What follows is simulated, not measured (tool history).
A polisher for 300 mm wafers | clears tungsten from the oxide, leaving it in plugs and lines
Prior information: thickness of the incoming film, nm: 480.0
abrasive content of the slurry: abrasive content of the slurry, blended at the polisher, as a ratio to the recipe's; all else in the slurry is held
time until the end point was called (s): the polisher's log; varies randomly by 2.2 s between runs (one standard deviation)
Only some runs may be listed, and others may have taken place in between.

run	day	flow of slurry (ml/min)	pressure of the wafer on the pad (psi)	speed of the pad under the wafer (m/s)	abrasive content of the slurry	overpolish time after the end point (s)	time until the end point was called (s)
1	0.000	190	4.1	1.32	1.0	30	95.332
2	0.100	190	4.1	1.32	1.0	30	93.075
3	0.375	190	3.5	1.28	1.0	30	113.440
4	0.558	190	3.0	1.26	1.0	30	136.730
5	0.675	190	3.6	1.26	1.0	30	111.860
6	0.867	190	3.6	1.26	1.2	30	104.520

Predict the results of run 7:
# day 0.971: slurry blender recalibrated
7	0.971	190	3.1	1.24	1.2	30	?

time until the end point was called (s): 116.390
